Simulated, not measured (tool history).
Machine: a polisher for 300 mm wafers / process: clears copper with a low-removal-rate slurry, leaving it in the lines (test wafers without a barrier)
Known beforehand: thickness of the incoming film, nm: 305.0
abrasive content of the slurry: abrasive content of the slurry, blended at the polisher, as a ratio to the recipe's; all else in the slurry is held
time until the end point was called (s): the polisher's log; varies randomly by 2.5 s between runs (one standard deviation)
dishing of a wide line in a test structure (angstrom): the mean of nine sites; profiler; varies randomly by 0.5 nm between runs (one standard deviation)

| run | hour | flow of slurry (ml/min) | pressure of the wafer on the pad (psi) | speed of the pad under the wafer (cm/s) | abrasive content of the slurry | overpolish time after the end point (s) | time until the end point was called (s) | dishing of a wide line in a test structure (angstrom) |
|---|---|---|---|---|---|---|---|---|
| 1 | 0.0 | 275 | 2.7 | 124 | 1.00 | 10 | 92.632 | 234.06 |
| 2 | 0.7 | 275 | 2.7 | 136 | 1.00 | 10 | 85.015 | 248.94 |
| 3 | 7.0 | 275 | 2.4 | 132 | 1.00 | 11 | 95.407 | 243.05 |
| 4 | 11.0 | 275 | 2.4 | 132 | 0.85 | 11 | 99.036 | 227.05 |
| 5 | 20.0 | 280 | 2.2 | 126 | 0.90 | 12 | 115.140 | 241.91 |
|  | 21.7 | head pressure recalibrated |
| 6 | 21.7 | 280 | 2.2 | 126 | 1.00 | 12 | 96.411 | 257.69 |
| 7 | 30.5 | 280 | 2.0 | 114 | 1.00 | 13 | 116.650 | 230.83 |

Estimate the outcome of run 8 from the log above:
| 8 | 35.4 | 280 | 1.8 | 112 | 0.95 | 14 | ? | ? |

time until the end point was called (s): 135.030
dishing of a wide line in a test structure (angstrom): 231.76
